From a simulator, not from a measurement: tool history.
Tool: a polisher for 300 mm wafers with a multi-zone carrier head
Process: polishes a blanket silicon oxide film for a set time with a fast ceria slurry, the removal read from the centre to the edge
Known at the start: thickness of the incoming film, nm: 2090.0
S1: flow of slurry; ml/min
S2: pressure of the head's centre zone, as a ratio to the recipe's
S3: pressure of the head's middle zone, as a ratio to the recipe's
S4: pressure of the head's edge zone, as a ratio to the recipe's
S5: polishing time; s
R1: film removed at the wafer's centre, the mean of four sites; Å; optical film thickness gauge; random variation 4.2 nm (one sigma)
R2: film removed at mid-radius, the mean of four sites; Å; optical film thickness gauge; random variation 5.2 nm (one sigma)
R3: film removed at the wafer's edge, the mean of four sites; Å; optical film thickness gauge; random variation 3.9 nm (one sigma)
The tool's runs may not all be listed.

{"run": 1, "hour": 0.0, "S1": 175, "S2": 1.0, "S3": 1.0, "S4": 1.0, "S5": 40, "R1": 7327.8, "R2": 7368.3, "R3": 7081.0}
{"run": 2, "hour": 4.3, "S1": 210, "S2": 1.0, "S3": 1.0, "S4": 1.0, "S5": 40, "R1": 7479.7, "R2": 7476.6, "R3": 7383.2}
{"run": 3, "hour": 10.8, "S1": 185, "S2": 1.0, "S3": 0.98, "S4": 0.94, "S5": 37, "R1": 6788.2, "R2": 6720.9, "R3": 6567.2}
{"run": 4, "hour": 11.8, "S1": 185, "S2": 1.04, "S3": 0.98, "S4": 0.94, "S5": 37, "R1": 7020.7, "R2": 6714.8, "R3": 6509.9}
{"run": 5, "hour": 15.8, "S1": 210, "S2": 1.04, "S3": 0.98, "S4": 0.94, "S5": 37, "R1": 7136.1, "R2": 6696.2, "R3": 6639.6}
{"run": 6, "hour": 23.6, "S1": 190, "S2": 1.04, "S3": 0.98, "S4": 0.9, "S5": 35, "R1": 6738.6, "R2": 6403.0, "R3": 6001.3}

Run 7 comes next. What will it give?
{"run": 7, "hour": 27.6, "S1": 175, "S2": 1.03, "S3": 0.97, "S4": 0.87, "S5": 34, "R1": "?", "R2": "?", "R3": "?"}

Run 7 gave R1 6347.1 Å, R2 6032.4 Å, R3 5783.7 Å.
